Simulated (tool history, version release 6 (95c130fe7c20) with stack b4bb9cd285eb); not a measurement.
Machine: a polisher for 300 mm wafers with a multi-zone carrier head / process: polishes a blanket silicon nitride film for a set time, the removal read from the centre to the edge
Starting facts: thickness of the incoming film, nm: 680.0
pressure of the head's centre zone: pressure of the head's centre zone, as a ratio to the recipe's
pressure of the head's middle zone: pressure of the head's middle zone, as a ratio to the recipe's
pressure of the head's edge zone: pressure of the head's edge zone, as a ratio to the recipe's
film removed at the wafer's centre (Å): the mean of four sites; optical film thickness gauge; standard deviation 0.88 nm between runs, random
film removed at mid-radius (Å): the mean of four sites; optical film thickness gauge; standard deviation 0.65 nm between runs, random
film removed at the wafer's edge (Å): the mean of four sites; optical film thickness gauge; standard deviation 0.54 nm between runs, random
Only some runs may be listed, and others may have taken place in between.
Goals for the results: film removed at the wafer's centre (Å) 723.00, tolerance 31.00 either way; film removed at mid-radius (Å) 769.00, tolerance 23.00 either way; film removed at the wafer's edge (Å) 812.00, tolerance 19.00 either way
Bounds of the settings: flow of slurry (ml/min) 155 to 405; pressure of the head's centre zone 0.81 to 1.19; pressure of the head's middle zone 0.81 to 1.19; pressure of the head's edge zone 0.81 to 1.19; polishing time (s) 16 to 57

| run | hour | flow of slurry (ml/min) | pressure of the head's centre zone | pressure of the head's middle zone | pressure of the head's edge zone | polishing time (s) | film removed at the wafer's centre (Å) | film removed at mid-radius (Å) | film removed at the wafer's edge (Å) |
|---|---|---|---|---|---|---|---|---|---|
| 1 | 0.0 | 260 | 1.00 | 1.00 | 1.00 | 36 | 1155.50 | 1122.30 | 1136.70 |
| 2 | 3.3 | 245 | 0.95 | 0.97 | 0.96 | 33 | 995.80 | 1016.20 | 1002.50 |
| 3 | 11.5 | 235 | 0.91 | 0.92 | 0.96 | 31 | 908.45 | 897.06 | 941.56 |
| 4 | 14.1 | 220 | 0.88 | 0.91 | 0.95 | 30 | 808.14 | 863.70 | 903.08 |
| 5 | 16.6 | 220 | 0.88 | 0.91 | 1.02 | 30 | 808.94 | 862.50 | 933.14 |
| 6 | 21.0 | 210 | 0.86 | 0.89 | 0.97 | 29 | 757.77 | 803.27 | 873.70 |
| 7 | 25.2 | 200 | 0.86 | 0.89 | 0.94 | 29 | 767.81 | 810.30 | 857.32 |
| 8 | 33.2 | 190 | 0.85 | 0.88 | 0.93 | 29 | 735.15 | 795.38 | 855.16 |
| 9 | 37.3 | 180 | 0.87 | 0.87 | 0.85 | 28 | 728.21 | 744.36 | 779.85 |
| 10 | 43.5 | 185 | 0.86 | 0.87 | 0.86 | 28 | 717.07 | 749.68 | 789.43 |

Of the 4 settings listed for the next run, only one would bring every result within its allowed miss of target. Which one?
| A | 49.7 | 205 | 0.84 | 0.81 | 0.88 | 28 | ? | ? | ? |
| B | 49.7 | 155 | 0.87 | 0.81 | 0.91 | 29 | ? | ? | ? |
| C | 49.7 | 170 | 0.87 | 0.81 | 0.93 | 28 | ? | ? | ? |
| D | 49.7 | 260 | 0.82 | 0.83 | 0.85 | 28 | ? | ? | ? |

| move | film removed at the wafer's centre (Å) | film removed at mid-radius (Å) | film removed at the wafer's edge (Å) |
|---|---|---|---|
| A | 698.57 | 722.01 | 809.45 |
| B | 704.89 | 707.74 | 817.97 |
| C | 696.32 | 697.34 | 809.51 |
| D | 707.98 | 759.48 | 817.15 |
A: puts the biggest miss on target and leaves a different result outside tolerance
B: puts the biggest miss on target and leaves a different result outside tolerance
C: puts the biggest miss on target and leaves a different result outside tolerance
D: each result inside its tolerance
Go with D: it meets all targets.
